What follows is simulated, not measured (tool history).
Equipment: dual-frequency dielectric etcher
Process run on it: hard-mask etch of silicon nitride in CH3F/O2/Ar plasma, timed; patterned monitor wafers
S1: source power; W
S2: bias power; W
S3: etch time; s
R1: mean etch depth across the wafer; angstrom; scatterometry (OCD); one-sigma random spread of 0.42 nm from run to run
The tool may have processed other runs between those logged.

run,day,S1,S2,S3,R1
1,0.000,380,61,179.0,1099.20
2,0.238,340,61,179.0,1059.70
3,0.583,270,61,179.0,974.00
4,0.725,270,68,179.0,990.17
5,0.775,270,68,179.0,998.76
6,1.062,300,68,179.0,1032.80

What does the tool deliver on the next run?
7,1.342,320,68,179.0,?

Run 7 measured R1 1061.50 angstrom.
